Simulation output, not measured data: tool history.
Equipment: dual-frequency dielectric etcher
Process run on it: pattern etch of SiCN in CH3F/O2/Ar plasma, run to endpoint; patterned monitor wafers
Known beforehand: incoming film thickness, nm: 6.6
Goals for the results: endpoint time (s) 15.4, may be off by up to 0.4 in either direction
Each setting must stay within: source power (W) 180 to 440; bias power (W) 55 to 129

{"run": 1, "day": 0.0, "source power (W)": 310, "bias power (W)": 92, "endpoint time (s)": 18.186}
{"run": 2, "day": 0.317, "source power (W)": 340, "bias power (W)": 96, "endpoint time (s)": 17.407}
{"run": 3, "day": 0.475, "source power (W)": 340, "bias power (W)": 111, "endpoint time (s)": 16.039}
{"run": 4, "day": 0.762, "source power (W)": 340, "bias power (W)": 98, "endpoint time (s)": 17.325}
{"run": 5, "day": 1.096, "source power (W)": 340, "bias power (W)": 90, "endpoint time (s)": 17.888}
{"run": 6, "day": 1.196, "source power (W)": 400, "bias power (W)": 90, "endpoint time (s)": 16.682}
{"run": 7, "day": 1.55, "source power (W)": 400, "bias power (W)": 90, "endpoint time (s)": 16.842}
{"run": 8, "day": 1.612, "source power (W)": 410, "bias power (W)": 94, "endpoint time (s)": 16.377}
{"run": 9, "day": 1.829, "source power (W)": 410, "bias power (W)": 94, "endpoint time (s)": 16.333}
{"run": 10, "day": 1.962, "source power (W)": 420, "bias power (W)": 96, "endpoint time (s)": 16.142}

5 next moves are on the table. One of them brings every result within its allowed miss. Which?
{"run": "A", "day": 2.096, "source power (W)": 440, "bias power (W)": 115, "endpoint time (s)": "?"}
{"run": "B", "day": 2.096, "source power (W)": 440, "bias power (W)": 116, "endpoint time (s)": "?"}
{"run": "C", "day": 2.096, "source power (W)": 360, "bias power (W)": 98, "endpoint time (s)": "?"}
{"run": "D", "day": 2.096, "source power (W)": 430, "bias power (W)": 103, "endpoint time (s)": "?"}
{"run": "E", "day": 2.096, "source power (W)": 430, "bias power (W)": 113, "endpoint time (s)": "?"}

move=A endpoint_time_(s)=14.586
move=B endpoint_time_(s)=14.525
move=C endpoint_time_(s)=16.956
move=D endpoint_time_(s)=15.52
move=E endpoint_time_(s)=14.832
A: moves the result that the last run missed by most past its target, out the other side
B: moves the result that the last run missed by most past its target, out the other side
C: lands further from the targets than the last run did
D: every result within its allowed miss
E: moves the result that the last run missed by most past its target, out the other side
D is the move that brings every result within its allowed miss.
